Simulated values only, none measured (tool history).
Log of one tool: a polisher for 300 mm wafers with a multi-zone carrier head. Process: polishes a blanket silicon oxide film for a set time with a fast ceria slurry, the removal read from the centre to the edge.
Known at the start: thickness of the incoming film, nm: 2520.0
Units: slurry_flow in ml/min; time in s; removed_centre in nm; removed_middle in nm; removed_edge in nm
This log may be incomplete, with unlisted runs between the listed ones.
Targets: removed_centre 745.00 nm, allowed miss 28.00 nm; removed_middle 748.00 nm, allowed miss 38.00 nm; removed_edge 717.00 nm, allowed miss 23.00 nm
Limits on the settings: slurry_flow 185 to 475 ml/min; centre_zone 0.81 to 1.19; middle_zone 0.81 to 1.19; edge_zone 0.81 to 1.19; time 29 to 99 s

{"run": 1, "hour": 0.0, "slurry_flow": 305, "centre_zone": 1.0, "middle_zone": 1.0, "edge_zone": 1.0, "time": 64, "removed_centre": 993.56, "removed_middle": 1028.9, "removed_edge": 974.79}
{"run": 2, "hour": 2.5, "slurry_flow": 380, "centre_zone": 1.0, "middle_zone": 1.0, "edge_zone": 1.0, "time": 64, "removed_centre": 979.94, "removed_middle": 1020.2, "removed_edge": 988.93}
{"run": 3, "hour": 5.8, "slurry_flow": 380, "centre_zone": 1.0, "middle_zone": 0.95, "edge_zone": 1.0, "time": 64, "removed_centre": 1015.7, "removed_middle": 998.03, "removed_edge": 975.45}
{"run": 4, "hour": 8.4, "slurry_flow": 380, "centre_zone": 1.0, "middle_zone": 0.91, "edge_zone": 1.0, "time": 64, "removed_centre": 1019.3, "removed_middle": 976.72, "removed_edge": 1002.0}
{"run": 5, "hour": 14.2, "slurry_flow": 380, "centre_zone": 1.0, "middle_zone": 0.97, "edge_zone": 1.0, "time": 64, "removed_centre": 996.5, "removed_middle": 1000.9, "removed_edge": 987.44}
{"run": 6, "hour": 21.3, "slurry_flow": 375, "centre_zone": 0.99, "middle_zone": 0.96, "edge_zone": 0.97, "time": 58, "removed_centre": 900.7, "removed_middle": 921.76, "removed_edge": 881.74}
{"run": 7, "hour": 27.4, "slurry_flow": 375, "centre_zone": 0.98, "middle_zone": 0.94, "edge_zone": 0.96, "time": 54, "removed_centre": 842.72, "removed_middle": 824.71, "removed_edge": 814.8}
{"run": 8, "hour": 35.0, "slurry_flow": 375, "centre_zone": 0.98, "middle_zone": 0.94, "edge_zone": 0.96, "time": 54, "removed_centre": 828.49, "removed_middle": 827.53, "removed_edge": 805.32}
{"run": 9, "hour": 44.0, "slurry_flow": 375, "centre_zone": 0.98, "middle_zone": 0.94, "edge_zone": 0.96, "time": 54, "removed_centre": 822.39, "removed_middle": 833.2, "removed_edge": 809.07}
{"run": 10, "hour": 51.3, "slurry_flow": 375, "centre_zone": 0.97, "middle_zone": 0.92, "edge_zone": 0.93, "time": 53, "removed_centre": 806.45, "removed_middle": 805.73, "removed_edge": 804.96}
{"run": 11, "hour": 59.3, "slurry_flow": 375, "centre_zone": 0.98, "middle_zone": 0.93, "edge_zone": 0.93, "time": 51, "removed_centre": 786.05, "removed_middle": 783.41, "removed_edge": 756.07}
{"run": 12, "hour": 62.8, "slurry_flow": 375, "centre_zone": 0.98, "middle_zone": 0.93, "edge_zone": 0.92, "time": 50, "removed_centre": 758.1, "removed_middle": 778.5, "removed_edge": 749.64}

Which single option among these 4 for the next run brings every result within its allowed miss of target? Just one does.
{"run": "A", "hour": 66.3, "slurry_flow": 395, "centre_zone": 0.85, "middle_zone": 0.91, "edge_zone": 0.85, "time": 49, "removed_centre": "?", "removed_middle": "?", "removed_edge": "?"}
{"run": "B", "hour": 66.3, "slurry_flow": 300, "centre_zone": 0.97, "middle_zone": 0.92, "edge_zone": 0.89, "time": 49, "removed_centre": "?", "removed_middle": "?", "removed_edge": "?"}
{"run": "C", "hour": 66.3, "slurry_flow": 385, "centre_zone": 1.04, "middle_zone": 1.07, "edge_zone": 0.85, "time": 46, "removed_centre": "?", "removed_middle": "?", "removed_edge": "?"}
{"run": "D", "hour": 66.3, "slurry_flow": 335, "centre_zone": 1.12, "middle_zone": 0.81, "edge_zone": 0.96, "time": 48, "removed_centre": "?", "removed_middle": "?", "removed_edge": "?"}

move=A removed_centre=654.94 removed_middle=734.83 removed_edge=708.87
move=B removed_centre=734.76 removed_middle=726.12 removed_edge=711.61
move=C removed_centre=752.79 removed_middle=745.58 removed_edge=663.88
move=D removed_centre=837.85 removed_middle=674.67 removed_edge=721.38
A: puts the biggest miss on target and leaves a different result outside tolerance
B: meets every target
C: pushes the last run's worst result past its target
D: puts the biggest miss on target and leaves a different result outside tolerance
Answer: B
